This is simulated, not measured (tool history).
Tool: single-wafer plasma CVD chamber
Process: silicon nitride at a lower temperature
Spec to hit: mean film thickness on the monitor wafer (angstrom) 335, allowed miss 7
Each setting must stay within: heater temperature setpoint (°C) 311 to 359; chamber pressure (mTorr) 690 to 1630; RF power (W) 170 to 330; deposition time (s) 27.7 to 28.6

run,hour,heater temperature setpoint (°C),chamber pressure (mTorr),RF power (W),deposition time (s),mean film thickness on the monitor wafer (angstrom)
1,0,335,1160,250,27.7,260.96
2,3.4,335,980,250,27.7,245.6
3,5.1,335,1070,255,27.7,257.89
4,8.6,335,1240,255,27.7,273.41
5,12.9,335,1290,260,27.7,282.51
6,14.8,335,1290,245,27.7,271.82
7,19.7,335,1340,250,27.7,281.68
8,26.2,335,1340,250,27.7,279.74
9,30.1,335,1380,255,27.7,289.83
10,38.6,335,1420,260,27.7,295.37
11,42.9,335,1450,265,27.7,296.35

Of the 5 settings listed for the next run, only one would bring every result within its allowed miss of target. Which one?
A,47.2,343,1560,270,28.1,?
B,47.2,328,1360,250,27.7,?
C,47.2,341,1260,260,27.7,?
D,47.2,345,1220,275,27.7,?
E,47.2,342,1570,285,28.6,?

move,mean film thickness on the monitor wafer (angstrom)
A,312.15
B,280.12
C,276.86
D,282.46
E,329.42
A: closes in on the targets versus the last run, not all within tolerance yet
B: moves away from the targets compared with the last run
C: moves away from the targets compared with the last run
D: moves away from the targets compared with the last run
E: all results in spec
The move that meets every target is E.

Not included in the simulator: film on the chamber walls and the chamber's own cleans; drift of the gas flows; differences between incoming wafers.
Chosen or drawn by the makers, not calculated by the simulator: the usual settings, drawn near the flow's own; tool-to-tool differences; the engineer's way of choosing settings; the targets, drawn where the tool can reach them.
